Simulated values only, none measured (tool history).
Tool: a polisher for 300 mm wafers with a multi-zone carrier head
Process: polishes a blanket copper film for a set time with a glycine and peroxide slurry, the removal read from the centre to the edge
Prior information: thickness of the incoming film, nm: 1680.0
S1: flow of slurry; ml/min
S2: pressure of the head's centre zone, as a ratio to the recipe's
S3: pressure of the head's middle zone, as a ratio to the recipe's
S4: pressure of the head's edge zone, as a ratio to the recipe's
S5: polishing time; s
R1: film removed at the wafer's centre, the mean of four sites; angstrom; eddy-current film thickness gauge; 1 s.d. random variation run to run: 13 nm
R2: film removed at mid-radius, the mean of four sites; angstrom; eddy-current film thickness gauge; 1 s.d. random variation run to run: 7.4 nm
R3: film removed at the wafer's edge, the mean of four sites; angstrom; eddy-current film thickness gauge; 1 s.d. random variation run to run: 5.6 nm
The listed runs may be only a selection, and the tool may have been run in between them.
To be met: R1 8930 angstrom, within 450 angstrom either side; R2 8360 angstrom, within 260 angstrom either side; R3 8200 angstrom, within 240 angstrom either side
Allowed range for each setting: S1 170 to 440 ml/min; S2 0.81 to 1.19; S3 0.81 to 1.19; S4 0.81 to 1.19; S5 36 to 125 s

run 1 hour=0 | S1=280 S2=1 S3=1 S4=1 S5=80 | R1=5653.1 R2=5778.4 R3=5873.8
run 2 hour=5.7 | S1=345 S2=1 S3=1 S4=1 S5=80 | R1=5923.3 R2=5873.3 R3=5879.5
run 3 hour=9.9 | S1=345 S2=1 S3=1 S4=1.08 S5=80 | R1=5693.8 R2=5862.9 R3=6132.9
run 4 hour=15.7 | S1=345 S2=1 S3=1.05 S4=1.08 S5=80 | R1=5847 R2=6224.4 R3=6099.5
run 5 hour=17.1 | S1=390 S2=1 S3=1.05 S4=1.08 S5=80 | R1=5956.1 R2=6275.7 R3=6138.2
run 6 hour=19 | S1=390 S2=1 S3=1.05 S4=1.08 S5=99 | R1=7294.9 R2=7646.9 R3=7675.6
run 7 hour=24.2 | S1=395 S2=1.03 S3=1.06 S4=1.09 S5=100 | R1=7441.5 R2=8008.1 R3=7768.9
run 8 hour=29.9 | S1=405 S2=1.06 S3=1.04 S4=1.07 S5=102 | R1=7973.6 R2=7774.1 R3=7797.4
run 9 hour=32.2 | S1=405 S2=1.08 S3=1.05 S4=1.08 S5=103 | R1=8348.5 R2=7938.5 R3=7956.6
run 10 hour=34.3 | S1=405 S2=1.09 S3=1.06 S4=1.08 S5=104 | R1=8271.8 R2=8109.9 R3=7985.2
run 11 hour=36.9 | S1=410 S2=1.1 S3=1.06 S4=1.08 S5=105 | R1=8242.7 R2=8198.9 R3=8177.6

Pick the move, out of 4, that brings all results within their allowed miss; only one does.
run A hour=39.5 | S1=315 S2=1.07 S3=1.03 S4=1.19 S5=108 | R1=? R2=? R3=?
run B hour=39.5 | S1=355 S2=1.15 S3=1.03 S4=1.12 S5=103 | R1=? R2=? R3=?
run C hour=39.5 | S1=440 S2=1.11 S3=1.06 S4=1.04 S5=107 | R1=? R2=? R3=?
run D hour=39.5 | S1=335 S2=0.94 S3=1.08 S4=1.19 S5=104 | R1=? R2=? R3=?

move=A R1=8435.5 R2=8085.4 R3=8670.7
move=B R1=8653.8 R2=7782.1 R3=8103.5
move=C R1=8863.9 R2=8410.9 R3=8241
move=D R1=7314.1 R2=8151.6 R3=8375.9
A: its largest miss is bigger than the last run's
B: corrects the largest miss of the last run, while another result sits out of spec
C: all results in spec
D: its largest miss is bigger than the last run's
Move C is the one to make.
